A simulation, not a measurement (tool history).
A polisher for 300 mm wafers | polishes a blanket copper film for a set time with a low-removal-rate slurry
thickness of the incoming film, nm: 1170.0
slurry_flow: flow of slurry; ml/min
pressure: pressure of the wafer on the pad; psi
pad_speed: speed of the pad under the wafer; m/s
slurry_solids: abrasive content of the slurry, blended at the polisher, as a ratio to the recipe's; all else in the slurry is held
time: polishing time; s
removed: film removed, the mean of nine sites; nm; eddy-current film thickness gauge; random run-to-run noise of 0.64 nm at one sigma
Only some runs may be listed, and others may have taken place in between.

run,hour,slurry_flow,pressure,pad_speed,slurry_solids,time,removed
1,0.0,235,3.3,1.36,1.0,28,104.990
2,1.3,235,3.8,1.36,1.0,28,120.590
3,6.1,235,3.5,1.36,1.0,28,109.230
4,12.4,235,3.3,1.34,1.0,28,102.130
5,20.8,235,4.1,1.34,1.0,28,125.210
6,26.4,235,3.8,1.30,1.0,28,114.980
7,32.7,235,3.8,1.30,1.0,28,114.530
8,38.1,235,3.6,1.28,1.0,28,106.960
9,39.8,235,3.4,1.26,1.0,28,100.030
10,41.2,235,3.2,1.24,1.0,28,93.476
11,47.8,235,3.0,1.22,1.0,28,84.945

Forecast run 12:
12,49.4,235,2.9,1.22,1.0,28,?

removed: 80.108 nm
